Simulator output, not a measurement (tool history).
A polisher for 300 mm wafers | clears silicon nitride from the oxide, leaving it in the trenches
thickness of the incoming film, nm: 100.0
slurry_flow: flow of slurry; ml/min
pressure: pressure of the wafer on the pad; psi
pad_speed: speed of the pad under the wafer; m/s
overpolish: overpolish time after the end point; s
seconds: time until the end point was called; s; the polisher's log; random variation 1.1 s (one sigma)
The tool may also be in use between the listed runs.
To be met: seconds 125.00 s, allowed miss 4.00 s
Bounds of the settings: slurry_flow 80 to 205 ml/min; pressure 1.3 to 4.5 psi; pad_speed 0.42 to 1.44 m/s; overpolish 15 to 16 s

run 1 hour=0.0 | slurry_flow=135 pressure=2.9 pad_speed=0.92 overpolish=15 | seconds=143.26
run 2 hour=8.8 | slurry_flow=135 pressure=2.9 pad_speed=0.92 overpolish=15 | seconds=144.22
run 3 hour=15.8 | slurry_flow=140 pressure=3.0 pad_speed=0.92 overpolish=15 | seconds=141.02
run 4 hour=21.7 | slurry_flow=140 pressure=2.5 pad_speed=0.92 overpolish=15 | seconds=166.23
run 5 hour=24.8 | slurry_flow=115 pressure=2.5 pad_speed=0.92 overpolish=15 | seconds=173.44
run 6 hour=33.8 | slurry_flow=115 pressure=2.5 pad_speed=1.10 overpolish=15 | seconds=155.65
run 7 hour=40.4 | slurry_flow=125 pressure=2.5 pad_speed=1.10 overpolish=15 | seconds=152.93
run 8 hour=48.1 | slurry_flow=160 pressure=3.0 pad_speed=1.10 overpolish=15 | seconds=118.77

Which of these 4 next moves meets every target?
run A hour=55.8 | slurry_flow=170 pressure=2.9 pad_speed=1.30 overpolish=15 | seconds=?
run B hour=55.8 | slurry_flow=185 pressure=3.0 pad_speed=1.12 overpolish=15 | seconds=?
run C hour=55.8 | slurry_flow=160 pressure=2.5 pad_speed=1.34 overpolish=16 | seconds=?
run D hour=55.8 | slurry_flow=170 pressure=2.8 pad_speed=1.28 overpolish=16 | seconds=?

move=A seconds=107.89
move=B seconds=114.99
move=C seconds=122.96
move=D seconds=112.92
A: further off than the last run
B: further off than the last run
C: meets every target
D: further off than the last run
Answer: C
